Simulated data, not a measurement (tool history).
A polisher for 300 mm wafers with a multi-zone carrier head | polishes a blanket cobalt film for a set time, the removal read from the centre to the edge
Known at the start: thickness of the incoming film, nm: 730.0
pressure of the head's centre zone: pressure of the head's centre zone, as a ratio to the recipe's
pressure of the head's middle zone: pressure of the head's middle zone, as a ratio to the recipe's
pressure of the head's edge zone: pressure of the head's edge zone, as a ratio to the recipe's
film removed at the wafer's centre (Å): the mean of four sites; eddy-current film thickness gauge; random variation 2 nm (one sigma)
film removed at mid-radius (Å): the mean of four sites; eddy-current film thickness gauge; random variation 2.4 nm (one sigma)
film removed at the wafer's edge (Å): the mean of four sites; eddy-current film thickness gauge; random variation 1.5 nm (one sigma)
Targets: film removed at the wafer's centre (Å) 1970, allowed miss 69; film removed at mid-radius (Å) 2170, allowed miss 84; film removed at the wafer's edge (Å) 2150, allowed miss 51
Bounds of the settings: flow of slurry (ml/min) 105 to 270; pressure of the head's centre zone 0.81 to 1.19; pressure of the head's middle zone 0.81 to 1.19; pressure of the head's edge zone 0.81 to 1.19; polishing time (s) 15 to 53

run	hour	flow of slurry (ml/min)	pressure of the head's centre zone	pressure of the head's middle zone	pressure of the head's edge zone	polishing time (s)	film removed at the wafer's centre (Å)	film removed at mid-radius (Å)	film removed at the wafer's edge (Å)
1	0	175	1	1	1	34	1578.6	1575.1	1591.6
2	3.8	175	1.07	1	1	34	1694.2	1565.4	1582.4
3	9.2	210	1.07	1	1	34	1717.7	1585.5	1623.4
4	15	215	1.06	1.03	1.03	35	1789.6	1723	1711.4
5	16	215	1.06	1.03	0.96	35	1761.2	1699.7	1644.5
6	24.9	215	1.13	1.03	0.96	35	1876.2	1665	1631.3
7	26.1	220	1.1	1.04	1	36	1871.7	1769.8	1713.8
8	32.2	225	1.08	1.04	1.03	37	1933.4	1846.4	1798.2
9	40.6	230	1.05	1.04	1.06	38	1890	1867.7	1881.7
10	48.3	235	1.04	1.05	1.08	39	1965.5	1942.2	1945.4
11	57	235	1.04	1.05	1.08	39	1958.1	1952.6	1952.3
12	63.5	240	1.03	1.06	1.1	39	1894.7	1980.6	1968.4
13	70.2	240	1.03	1.07	1.11	39	1940.4	1972.6	1994.1
14	78.2	255	0.96	1.17	1.18	40	1896.5	2240.9	2118

4 next moves are on the table. One of them brings every result within its allowed miss. Which?
A	86.2	270	0.94	1.19	1.19	41	?	?	?
B	86.2	210	0.85	1.19	1.02	43	?	?	?
C	86.2	245	0.99	1.14	1.19	41	?	?	?
D	86.2	265	0.93	1.06	1.19	43	?	?	?

move	film removed at the wafer's centre (Å)	film removed at mid-radius (Å)	film removed at the wafer's edge (Å)
A	1921	2283	2199.3
B	1796.9	2328.4	2087.9
C	1982.2	2176.7	2183.4
D	1990.8	2163.8	2307.1
A: brings the result that was furthest off to its target, and leaves another outside
B: further off than the last run
C: meets every target
D: brings the result that was furthest off to its target, and leaves another outside
Move C is the one to make.
